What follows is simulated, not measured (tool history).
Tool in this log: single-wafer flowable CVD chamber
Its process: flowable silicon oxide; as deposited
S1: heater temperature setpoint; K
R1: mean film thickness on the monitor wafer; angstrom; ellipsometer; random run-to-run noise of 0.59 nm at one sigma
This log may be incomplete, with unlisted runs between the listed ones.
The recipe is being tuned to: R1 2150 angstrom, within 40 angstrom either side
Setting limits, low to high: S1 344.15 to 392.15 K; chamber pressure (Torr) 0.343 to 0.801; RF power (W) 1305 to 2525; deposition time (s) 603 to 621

{"run": 1, "hour": 0.0, "S1": 368.15, "chamber pressure (Torr)": 0.572, "RF power (W)": 1915, "deposition time (s)": 603, "R1": 2818.1}
{"run": 2, "hour": 1.2, "S1": 368.15, "chamber pressure (Torr)": 0.572, "RF power (W)": 1915, "deposition time (s)": 603, "R1": 2831.6}
{"run": 3, "hour": 6.9, "S1": 368.15, "chamber pressure (Torr)": 0.611, "RF power (W)": 1915, "deposition time (s)": 603, "R1": 3007}
{"run": 4, "hour": 9.6, "S1": 368.15, "chamber pressure (Torr)": 0.511, "RF power (W)": 1915, "deposition time (s)": 603, "R1": 2546.6}
{"run": 5, "hour": 11.2, "S1": 369.15, "chamber pressure (Torr)": 0.511, "RF power (W)": 1915, "deposition time (s)": 603, "R1": 2460.6}
{"run": 6, "hour": 18.6, "S1": 369.15, "chamber pressure (Torr)": 0.511, "RF power (W)": 1765, "deposition time (s)": 603, "R1": 2403}
{"run": 7, "hour": 23.2, "S1": 370.15, "chamber pressure (Torr)": 0.511, "RF power (W)": 1765, "deposition time (s)": 603, "R1": 2346}
{"run": 8, "hour": 28.1, "S1": 372.15, "chamber pressure (Torr)": 0.511, "RF power (W)": 1765, "deposition time (s)": 603, "R1": 2203.9}

Pick the move, out of 5, that brings all results within their allowed miss; only one does.
{"run": "A", "hour": 33.0, "S1": 376.15, "chamber pressure (Torr)": 0.543, "RF power (W)": 2185, "deposition time (s)": 621, "R1": "?"}
{"run": "B", "hour": 33.0, "S1": 367.15, "chamber pressure (Torr)": 0.44, "RF power (W)": 1885, "deposition time (s)": 620, "R1": "?"}
{"run": "C", "hour": 33.0, "S1": 372.15, "chamber pressure (Torr)": 0.481, "RF power (W)": 1750, "deposition time (s)": 616, "R1": "?"}
{"run": "D", "hour": 33.0, "S1": 371.15, "chamber pressure (Torr)": 0.504, "RF power (W)": 1755, "deposition time (s)": 603, "R1": "?"}
{"run": "E", "hour": 33.0, "S1": 372.15, "chamber pressure (Torr)": 0.522, "RF power (W)": 1675, "deposition time (s)": 603, "R1": "?"}

move=A R1=2250
move=B R1=2329.8
move=C R1=2132.2
move=D R1=2244.4
move=E R1=2224.2
A: lands further from the targets than the last run did
B: lands further from the targets than the last run did
C: hits every target within its allowed miss
D: lands further from the targets than the last run did
E: lands further from the targets than the last run did
So the answer is move C, the one that meets all the targets.
